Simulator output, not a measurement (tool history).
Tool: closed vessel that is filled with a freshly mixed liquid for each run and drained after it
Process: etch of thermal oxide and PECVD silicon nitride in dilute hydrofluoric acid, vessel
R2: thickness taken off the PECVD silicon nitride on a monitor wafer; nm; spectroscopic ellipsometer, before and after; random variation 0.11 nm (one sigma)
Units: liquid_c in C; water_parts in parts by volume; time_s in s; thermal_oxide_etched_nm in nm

{"run": 1, "hour": 0.0, "liquid_c": 21.0, "water_parts": 225, "time_s": 1800, "thermal_oxide_etched_nm": 26.582, "R2": 15.871}
{"run": 2, "hour": 2.3, "liquid_c": 19.5, "water_parts": 225, "time_s": 1800, "thermal_oxide_etched_nm": 25.584, "R2": 14.395}
{"run": 3, "hour": 9.8, "liquid_c": 20.0, "water_parts": 215, "time_s": 1790, "thermal_oxide_etched_nm": 27.329, "R2": 15.435}
{"run": 4, "hour": 11.3, "liquid_c": 17.5, "water_parts": 215, "time_s": 1790, "thermal_oxide_etched_nm": 24.575, "R2": 13.159}
{"run": 5, "hour": 17.2, "liquid_c": 17.0, "water_parts": 215, "time_s": 1790, "thermal_oxide_etched_nm": 23.81, "R2": 12.749}
{"run": 6, "hour": 25.9, "liquid_c": 17.0, "water_parts": 240, "time_s": 1790, "thermal_oxide_etched_nm": 21.032, "R2": 11.42}

The next listed run, before its measurement:
{"hour": 34.0, "done": "hydrofluoric acid flow meter replaced"}
{"run": 7, "hour": 34.0, "liquid_c": 18.0, "water_parts": 230, "time_s": 1780, "thermal_oxide_etched_nm": "?", "R2": "?"}

{"run 7": {"thermal_oxide_etched_nm": 25.285, "R2": 13.76}}
